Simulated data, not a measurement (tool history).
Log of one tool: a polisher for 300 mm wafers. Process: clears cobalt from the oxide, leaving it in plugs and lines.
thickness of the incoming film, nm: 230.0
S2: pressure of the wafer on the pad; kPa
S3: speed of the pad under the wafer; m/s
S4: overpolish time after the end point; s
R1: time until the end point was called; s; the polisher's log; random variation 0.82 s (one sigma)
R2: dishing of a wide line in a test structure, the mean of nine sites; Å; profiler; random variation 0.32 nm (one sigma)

run 1 hour=0 | flow_of_slurry_(ml/min)=250 S2=11.7 S3=1.14 S4=23 | R1=58.018 R2=432.62
run 2 hour=6.1 | flow_of_slurry_(ml/min)=250 S2=11.7 S3=1.14 S4=19 | R1=59.008 R2=400.55
run 3 hour=7.5 | flow_of_slurry_(ml/min)=245 S2=12.4 S3=1.14 S4=16 | R1=56.366 R2=386.99
run 4 hour=12.4 | flow_of_slurry_(ml/min)=245 S2=12.4 S3=1.14 S4=12 | R1=53.96 R2=331.74
run 5 hour=19.4 | flow_of_slurry_(ml/min)=245 S2=12.4 S3=1.14 S4=7 | R1=54.181 R2=234.27
run 6 hour=24.5 | flow_of_slurry_(ml/min)=245 S2=12.4 S3=1.14 S4=14 | R1=54.606 R2=363
run 7 hour=26.5 | flow_of_slurry_(ml/min)=245 S2=12.4 S3=1.14 S4=14 | R1=54.022 R2=367.57
run 8 hour=32.3 | flow_of_slurry_(ml/min)=265 S2=12.4 S3=1.2 S4=13 | R1=53.181 R2=350.31
run 9 hour=38.9 | flow_of_slurry_(ml/min)=240 S2=12.4 S3=1.24 S4=12 | R1=50.887 R2=343.51
run 10 hour=45.8 | flow_of_slurry_(ml/min)=275 S2=12.4 S3=1.26 S4=11 | R1=49.804 R2=330.76
run 11 hour=50.3 | flow_of_slurry_(ml/min)=250 S2=11.7 S3=1.32 S4=10 | R1=50.467 R2=316.05
run 12 hour=53.1 | flow_of_slurry_(ml/min)=255 S2=11.7 S3=1.3 S4=9 | R1=50.943 R2=293.76

Forecast run 13:
run 13 hour=57.3 | flow_of_slurry_(ml/min)=250 S2=11 S3=1.38 S4=9 | R1=? R2=?

Run 13 gave R1 49.995 s, R2 291.53 Å.

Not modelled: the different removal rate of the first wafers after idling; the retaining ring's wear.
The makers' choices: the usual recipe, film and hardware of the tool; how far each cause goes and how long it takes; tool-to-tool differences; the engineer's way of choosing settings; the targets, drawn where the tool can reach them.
